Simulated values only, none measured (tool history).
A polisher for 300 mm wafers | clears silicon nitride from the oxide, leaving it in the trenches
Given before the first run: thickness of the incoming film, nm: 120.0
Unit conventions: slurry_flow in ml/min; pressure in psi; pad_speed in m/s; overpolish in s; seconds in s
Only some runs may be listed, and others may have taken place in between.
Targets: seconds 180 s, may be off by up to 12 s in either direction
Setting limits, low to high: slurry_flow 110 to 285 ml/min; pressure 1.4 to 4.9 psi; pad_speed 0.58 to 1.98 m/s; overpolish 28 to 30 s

run  hour  slurry_flow  pressure  pad_speed  overpolish  seconds
  1     0          180       3.1       1.28          28   78.964
  2   6.4          180       2.6       1.18          28   96.794
  3    12          180       2.6       1.06          28   112.42
  4  13.6          180       2.3       1.02          28   129.31
  5  19.3          180       2.3       1.18          28   110.84
  6  21.4          180       2.3       1.18          30   112.34
  7  22.1          180       2.1       1.12          30   129.34
  8  30.6          180       1.9        1.1          30   148.64
  9  38.6          180       1.8        1.1          30   150.69
 10  45.1          180       1.8        1.1          30   149.69
 11  52.9          180       1.7        1.1          30   167.99

5 next moves are on the table. One of them brings every result within its allowed miss. Which?
  A  60.7          175       1.7       1.14          30        ?
  B  60.7          160       2.1       0.94          30        ?
  C  60.7          165       1.7        1.2          28        ?
  D  60.7          205       1.9       0.86          28        ?
  E  60.7          215       1.4       1.44          30        ?

move  seconds
   A   153.35
   B   153.39
   C    147.4
   D   176.66
   E   142.39
A: misses by more than the last run did
B: misses by more than the last run did
C: misses by more than the last run did
D: each result inside its tolerance
E: misses by more than the last run did
The move that meets every target is D.
